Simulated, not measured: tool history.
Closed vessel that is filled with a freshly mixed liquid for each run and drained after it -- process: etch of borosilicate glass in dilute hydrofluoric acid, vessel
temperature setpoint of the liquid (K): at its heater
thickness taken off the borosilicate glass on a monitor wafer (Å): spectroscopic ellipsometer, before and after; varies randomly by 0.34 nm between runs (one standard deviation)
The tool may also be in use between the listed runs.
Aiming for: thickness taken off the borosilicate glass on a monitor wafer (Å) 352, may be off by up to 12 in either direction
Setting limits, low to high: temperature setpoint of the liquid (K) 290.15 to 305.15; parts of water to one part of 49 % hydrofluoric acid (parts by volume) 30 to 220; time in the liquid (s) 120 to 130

run,hour,temperature setpoint of the liquid (K),parts of water to one part of 49 % hydrofluoric acid (parts by volume),time in the liquid (s),thickness taken off the borosilicate glass on a monitor wafer (Å)
1,0,297.15,125,120,172
2,8.8,298.65,115,120,202.63
3,13,298.65,115,130,213.91
4,21.7,298.65,85,130,301.12
5,27.3,298.65,85,130,305.47
6,36.3,298.65,85,120,277.68
7,39.2,300.15,85,120,292.78
8,46.9,301.15,85,120,308.39
9,54.3,301.65,85,120,310.65
10,58.3,302.15,85,120,325.06
11,64.7,302.65,85,120,332.18
12,68.3,303.15,85,120,331.43

Which single option among these 5 for the next run brings every result within its allowed miss of target? Just one does.
A,71.9,300.65,80,130,?
B,71.9,303.65,90,120,?
C,71.9,304.65,80,125,?
D,71.9,303.65,75,120,?
E,71.9,303.15,90,120,?

move,thickness taken off the borosilicate glass on a monitor wafer (Å)
A,350.87
B,318.44
C,393.29
D,390.67
E,312.49
A: all results land within tolerance of their targets
B: the biggest miss grows against the last run
C: takes the biggest miss from the last run beyond its target
D: takes the biggest miss from the last run beyond its target
E: the biggest miss grows against the last run
Go with A: it meets all targets.
